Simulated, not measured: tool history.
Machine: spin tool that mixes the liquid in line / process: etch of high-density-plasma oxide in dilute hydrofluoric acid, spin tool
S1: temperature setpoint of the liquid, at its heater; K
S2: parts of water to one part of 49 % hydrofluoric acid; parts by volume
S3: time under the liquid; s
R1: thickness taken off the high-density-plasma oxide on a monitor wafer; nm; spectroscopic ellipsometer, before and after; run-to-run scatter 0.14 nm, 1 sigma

{"run": 1, "hour": 0.0, "S1": 293.15, "S2": 200, "S3": 315, "R1": 10.418}
{"run": 2, "hour": 4.1, "S1": 295.15, "S2": 200, "S3": 315, "R1": 11.274}
{"run": 3, "hour": 7.6, "S1": 295.15, "S2": 200, "S3": 315, "R1": 11.356}
{"run": 4, "hour": 15.8, "S1": 296.15, "S2": 190, "S3": 315, "R1": 12.423}
{"run": 5, "hour": 24.0, "S1": 296.15, "S2": 240, "S3": 315, "R1": 9.4796}
{"run": 6, "hour": 25.9, "S1": 297.65, "S2": 240, "S3": 315, "R1": 9.8209}
{"run": 7, "hour": 27.9, "S1": 297.65, "S2": 240, "S3": 315, "R1": 9.9435}
{"run": 8, "hour": 30.9, "S1": 298.15, "S2": 225, "S3": 315, "R1": 10.897}
{"run": 9, "hour": 35.4, "S1": 298.65, "S2": 210, "S3": 315, "R1": 12.131}

Expected results for the next run?
{"run": 10, "hour": 44.4, "S1": 301.15, "S2": 130, "S3": 315, "R1": "?"}

Run 10 produced R1 23.445 nm.
